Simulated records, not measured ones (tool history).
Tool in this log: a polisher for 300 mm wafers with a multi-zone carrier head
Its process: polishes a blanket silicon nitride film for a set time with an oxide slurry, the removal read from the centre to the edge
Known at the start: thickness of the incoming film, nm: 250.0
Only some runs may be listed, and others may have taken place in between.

run,hour,flow of slurry (ml/min),pressure of the head's centre zone,pressure of the head's middle zone,pressure of the head's edge zone,abrasive content of the slurry,polishing time (s),film removed at the wafer's centre (nm),film removed at mid-radius (nm),film removed at the wafer's edge (nm)
1,0.0,195,1.00,1.00,1.00,1.0,36,31.514,32.389,31.550
2,5.7,195,1.00,0.94,1.00,1.0,36,31.219,30.628,31.463
3,10.4,195,0.92,0.94,1.00,1.0,36,29.055,30.134,32.214
4,15.4,195,0.92,0.94,1.00,1.2,36,31.408,32.970,33.801
5,17.6,155,0.92,0.94,1.00,1.2,36,29.474,31.109,32.720
6,25.4,155,0.92,0.94,1.00,1.2,42,34.201,35.803,38.050

Run 7 is up next; what results do you expect?
7,31.6,160,0.99,0.92,0.96,1.0,38,?,?,?

Logged for run 7: film removed at the wafer's centre (nm) 31.944, film removed at mid-radius (nm) 30.572, film removed at the wafer's edge (nm) 31.775.
